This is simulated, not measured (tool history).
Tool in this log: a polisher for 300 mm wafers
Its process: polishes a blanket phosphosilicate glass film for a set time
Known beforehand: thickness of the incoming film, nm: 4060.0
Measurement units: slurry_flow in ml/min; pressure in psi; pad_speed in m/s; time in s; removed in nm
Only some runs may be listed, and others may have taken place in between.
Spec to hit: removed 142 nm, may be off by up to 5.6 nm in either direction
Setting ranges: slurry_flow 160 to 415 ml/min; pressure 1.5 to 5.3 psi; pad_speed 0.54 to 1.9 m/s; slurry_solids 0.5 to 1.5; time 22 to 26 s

run,hour,slurry_flow,pressure,pad_speed,slurry_solids,time,removed
1,0,265,3.4,1.22,1,26,260.4
2,7.8,265,3.4,1.22,1,26,255.52
3,9.2,265,3.4,0.94,1,26,225
4,17.3,265,3.4,0.94,0.85,26,204.75
5,25,265,3.8,0.94,0.85,26,228.1
6,26.9,265,3.8,0.94,0.85,22,193.7
7,34,265,3.5,0.94,0.85,22,182.86
8,38.6,265,3.3,0.94,0.85,22,170.42
9,45.1,265,3.2,0.94,0.85,22,167.47
10,50.5,265,3.1,0.94,0.85,22,163.42
11,51.6,265,3,0.94,0.85,22,156.2
12,58.4,265,2.9,0.94,0.85,22,154.02
13,64.1,265,2.8,0.94,0.85,22,148.82

Of the 4 settings listed for the next run, only one would bring every result within its allowed miss of target. Which one?
A,69.8,265,2.7,0.94,0.9,24,?
B,69.8,270,2.6,0.9,0.95,25,?
C,69.8,205,3,0.78,0.75,24,?
D,69.8,250,2.9,0.98,0.85,22,?

move,removed
A,164.12
B,165.36
C,146.19
D,159.15
A: further off than the last run
B: further off than the last run
C: in spec on every target
D: further off than the last run
C is the move that brings every result within its allowed miss.
